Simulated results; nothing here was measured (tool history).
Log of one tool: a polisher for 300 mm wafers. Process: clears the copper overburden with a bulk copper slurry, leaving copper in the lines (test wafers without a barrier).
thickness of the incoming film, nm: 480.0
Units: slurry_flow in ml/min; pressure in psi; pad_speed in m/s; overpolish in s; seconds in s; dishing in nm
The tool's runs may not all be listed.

run 1 hour=0 | slurry_flow=265 pressure=2 pad_speed=0.98 slurry_solids=1 overpolish=19 | seconds=91.682 dishing=54.886
run 2 hour=0.6 | slurry_flow=265 pressure=2 pad_speed=0.98 slurry_solids=1.2 overpolish=19 | seconds=85.082 dishing=57.8
run 3 hour=8.2 | slurry_flow=265 pressure=2 pad_speed=0.98 slurry_solids=1.05 overpolish=19 | seconds=88.243 dishing=54.654
run 4 hour=10.1 | slurry_flow=275 pressure=2.3 pad_speed=1.06 slurry_solids=0.85 overpolish=15 | seconds=76.645 dishing=52.352
run 5 hour=17.8 | slurry_flow=275 pressure=2.3 pad_speed=0.94 slurry_solids=0.85 overpolish=15 | seconds=84.724 dishing=50.186
run 6 hour=20.1 | slurry_flow=275 pressure=2.1 pad_speed=0.94 slurry_solids=0.85 overpolish=15 | seconds=94.032 dishing=46.29
run 7 hour=26.4 | slurry_flow=250 pressure=2.3 pad_speed=1.08 slurry_solids=0.75 overpolish=12 | seconds=79.71 dishing=42.444

Forecast run 8:
-- hour=28.3 head pressure recalibrated
run 8 hour=28.3 | slurry_flow=255 pressure=2.5 pad_speed=1.14 slurry_solids=0.7 overpolish=10 | seconds=? dishing=?

Run 8 gave seconds 65.946 s, dishing 44.401 nm.
